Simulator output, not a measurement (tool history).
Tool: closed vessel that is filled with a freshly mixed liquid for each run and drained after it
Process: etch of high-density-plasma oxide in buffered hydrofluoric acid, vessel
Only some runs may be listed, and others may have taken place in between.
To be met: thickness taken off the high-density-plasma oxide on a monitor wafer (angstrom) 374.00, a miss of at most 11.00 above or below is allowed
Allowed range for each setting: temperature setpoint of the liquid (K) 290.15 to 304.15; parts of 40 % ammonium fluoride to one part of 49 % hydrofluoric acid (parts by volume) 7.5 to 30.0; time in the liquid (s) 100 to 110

run  hour  temperature setpoint of the liquid (K)  parts of 40 % ammonium fluoride to one part of 49 % hydrofluoric acid (parts by volume)  time in the liquid (s)  thickness taken off the high-density-plasma oxide on a monitor wafer (angstrom)
  1   0.0                                  296.15                                                                                     21.0                     100                                                                           671.48
  2   5.9                                  295.15                                                                                     22.0                     100                                                                           603.28
  3   7.0                                  295.15                                                                                     22.0                     110                                                                           669.31
  4  13.7                                  294.15                                                                                     23.0                     110                                                                           610.78
  5  22.3                                  294.15                                                                                     23.0                     100                                                                           563.35
  6  30.4                                  294.15                                                                                     23.0                     110                                                                           612.41
  7  34.3                                  294.15                                                                                     23.0                     110                                                                           617.93
  8  38.6                                  293.65                                                                                     24.0                     110                                                                           567.94
  9  45.7                                  293.15                                                                                     25.0                     110                                                                           543.81
     47.0  -- hydrofluoric acid flow meter replaced
 10  47.0                                  292.65                                                                                     26.0                     110                                                                           501.72
 11  48.4                                  290.15                                                                                     30.0                     110                                                                           385.87

Pick the move, out of 4, that brings all results within their allowed miss; only one does.
  A  49.8                                  291.15                                                                                     28.0                     105                                                                                ?
  B  49.8                                  290.15                                                                                     29.5                     110                                                                                ?
  C  49.8                                  291.65                                                                                     30.0                     105                                                                                ?
  D  49.8                                  290.15                                                                                     29.5                     105                                                                                ?

move  thickness taken off the high-density-plasma oxide on a monitor wafer (angstrom)
   A                                                                           416.19
   B                                                                           397.12
   C                                                                           408.23
   D                                                                           379.07
A: moves away from the targets compared with the last run
B: moves away from the targets compared with the last run
C: moves away from the targets compared with the last run
D: each result inside its tolerance
Go with D: it meets all targets.
